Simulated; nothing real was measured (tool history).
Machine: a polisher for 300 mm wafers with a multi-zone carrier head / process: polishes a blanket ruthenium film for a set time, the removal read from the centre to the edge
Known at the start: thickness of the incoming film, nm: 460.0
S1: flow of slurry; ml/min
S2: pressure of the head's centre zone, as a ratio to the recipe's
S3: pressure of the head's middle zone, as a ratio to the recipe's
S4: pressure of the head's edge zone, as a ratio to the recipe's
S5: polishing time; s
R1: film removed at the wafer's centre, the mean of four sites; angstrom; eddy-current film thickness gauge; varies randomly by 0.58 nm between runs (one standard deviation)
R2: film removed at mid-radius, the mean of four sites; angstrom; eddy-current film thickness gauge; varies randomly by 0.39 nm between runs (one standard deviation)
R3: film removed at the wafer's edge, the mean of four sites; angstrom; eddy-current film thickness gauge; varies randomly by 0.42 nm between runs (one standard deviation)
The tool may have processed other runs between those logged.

run,hour,S1,S2,S3,S4,S5,R1,R2,R3
1,0.0,265,1.00,1.00,1.00,79,479.39,484.50,465.24
2,1.8,275,1.03,1.01,1.03,80,492.01,494.25,484.15
3,4.1,280,1.06,1.01,1.03,81,517.59,503.70,484.22
4,5.2,285,1.08,1.01,1.04,82,536.86,506.20,503.67
5,7.2,295,1.10,1.02,1.04,82,559.00,511.57,499.20
6,11.4,295,1.10,1.02,1.00,82,547.53,513.40,493.18
7,15.0,300,1.11,1.03,1.02,82,561.85,519.52,496.44

For run 8, what comes out?
8,19.9,305,1.12,1.03,1.04,82,?,?,?

R1: 563.14 angstrom
R2: 514.48 angstrom
R3: 503.99 angstrom
